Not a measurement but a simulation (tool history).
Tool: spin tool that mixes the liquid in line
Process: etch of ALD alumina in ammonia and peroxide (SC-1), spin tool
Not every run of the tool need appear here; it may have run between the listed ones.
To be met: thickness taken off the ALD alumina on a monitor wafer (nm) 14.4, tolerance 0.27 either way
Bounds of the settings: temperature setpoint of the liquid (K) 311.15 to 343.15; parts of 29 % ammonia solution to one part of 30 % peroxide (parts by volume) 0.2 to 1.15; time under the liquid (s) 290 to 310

run,hour,temperature setpoint of the liquid (K),parts of 29 % ammonia solution to one part of 30 % peroxide (parts by volume),time under the liquid (s),thickness taken off the ALD alumina on a monitor wafer (nm)
1,0,327.15,0.65,290,21.816
2,3.5,325.65,0.65,290,20.128
3,6.8,324.15,0.65,290,18.47
4,9.9,324.15,0.65,310,19.657
5,14.2,330.65,0.65,310,28.036
6,15.5,330.65,0.45,310,27.025
7,18.3,328.15,0.45,310,23.668
8,21.2,326.15,0.45,310,21.302
9,24.3,324.65,0.45,310,19.647
10,30.1,323.65,0.45,310,18.476
11,35.5,322.65,0.45,310,17.615
12,38.6,321.65,0.45,310,16.633

5 next moves are on the table. One of them brings every result within its allowed miss. Which?
A,41.7,319.65,0.45,310,?
B,41.7,320.15,0.3,290,?
C,41.7,321.65,0.2,290,?
D,41.7,321.15,0.45,290,?
E,41.7,319.65,0.35,290,?

move,thickness taken off the ALD alumina on a monitor wafer (nm)
A,14.896
B,13.79
C,14.427
D,15.158
E,13.606
A: closes in on the targets versus the last run, not all within tolerance yet
B: takes the result that was furthest off past its target
C: all results in spec
D: closes in on the targets versus the last run, not all within tolerance yet
E: takes the result that was furthest off past its target
The right move is C.

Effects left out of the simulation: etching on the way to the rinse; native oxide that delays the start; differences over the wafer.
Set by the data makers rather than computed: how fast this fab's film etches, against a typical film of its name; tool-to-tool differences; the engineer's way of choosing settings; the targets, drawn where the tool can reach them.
